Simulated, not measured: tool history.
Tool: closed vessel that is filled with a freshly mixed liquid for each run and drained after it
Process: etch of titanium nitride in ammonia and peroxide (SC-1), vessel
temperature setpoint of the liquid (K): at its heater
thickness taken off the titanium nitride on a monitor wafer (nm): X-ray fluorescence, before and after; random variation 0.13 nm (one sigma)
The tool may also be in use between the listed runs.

run    day  temperature setpoint of the liquid (K)  parts of water to one part of 30 % peroxide (parts by volume)  parts of 29 % ammonia solution to one part of 30 % peroxide (parts by volume)  time in the liquid (s)  thickness taken off the titanium nitride on a monitor wafer (nm)
  1  0.000                                  335.15                                                           11.5                                                                           0.95                      50                                                            7.5015
  2  0.179                                  336.15                                                           11.0                                                                           0.95                      50                                                            8.2625
  3  0.504                                  336.15                                                           14.5                                                                           0.95                      50                                                            7.0210
  4  0.546                                  336.15                                                           14.5                                                                           0.75                      50                                                            6.7835
  5  0.783                                  336.15                                                           18.5                                                                           0.75                      50                                                            5.9925
  6  1.092                                  336.65                                                           17.5                                                                           0.75                      50                                                            6.4343
  7  1.296                                  337.15                                                           16.5                                                                           0.75                      50                                                            6.6831
  8  1.671                                  337.65                                                           15.5                                                                           0.75                      50                                                            7.2045
  9  1.775                                  338.15                                                           14.5                                                                           0.75                      50                                                            7.6852

Forecast run 10:
 10  1.812                                  338.65                                                           13.5                                                                           0.75                      50                                                                 ?

{"run 10": {"thickness taken off the titanium nitride on a monitor wafer (nm)": 8.2697}}
